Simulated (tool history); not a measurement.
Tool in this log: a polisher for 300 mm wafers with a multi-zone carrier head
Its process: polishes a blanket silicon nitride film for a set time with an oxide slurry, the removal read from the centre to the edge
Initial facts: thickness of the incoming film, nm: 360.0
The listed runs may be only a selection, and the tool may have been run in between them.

run,hour,flow of slurry (ml/min),pressure of the head's centre zone,pressure of the head's middle zone,pressure of the head's edge zone,abrasive content of the slurry,polishing time (s),film removed at the wafer's centre (Å),film removed at mid-radius (Å),film removed at the wafer's edge (Å)
1,0.0,145,1.00,1.00,1.00,1.00,70,695.83,725.23,699.97
2,6.9,145,1.00,0.92,1.00,1.00,70,696.38,671.57,703.63
3,8.8,145,1.00,0.96,0.96,0.90,66,634.03,626.64,622.28
4,13.1,145,1.00,1.01,0.96,0.90,66,637.62,659.86,619.70
5,15.8,145,1.00,1.03,0.93,0.80,63,588.65,621.85,558.45
6,24.8,120,1.00,1.03,0.93,0.80,63,561.99,594.68,546.64
7,29.7,125,1.00,1.05,0.91,0.75,61,536.90,572.11,527.78
8,37.2,85,1.10,1.15,0.81,0.60,50,397.19,424.58,347.49
9,43.7,100,1.09,1.16,0.83,0.60,50,418.34,460.44,362.43
10,51.2,105,1.08,1.15,0.85,0.60,50,421.85,445.66,370.59
11,55.1,135,1.05,1.19,0.85,0.80,51,492.56,561.63,441.63

Run 12 has not been measured yet. What should we expect?
12,61.4,130,1.05,1.18,0.85,0.80,51,?,?,?

{"run 12": {"film removed at the wafer's centre (Å)": 484.83, "film removed at mid-radius (Å)": 554.25, "film removed at the wafer's edge (Å)": 431.48}}

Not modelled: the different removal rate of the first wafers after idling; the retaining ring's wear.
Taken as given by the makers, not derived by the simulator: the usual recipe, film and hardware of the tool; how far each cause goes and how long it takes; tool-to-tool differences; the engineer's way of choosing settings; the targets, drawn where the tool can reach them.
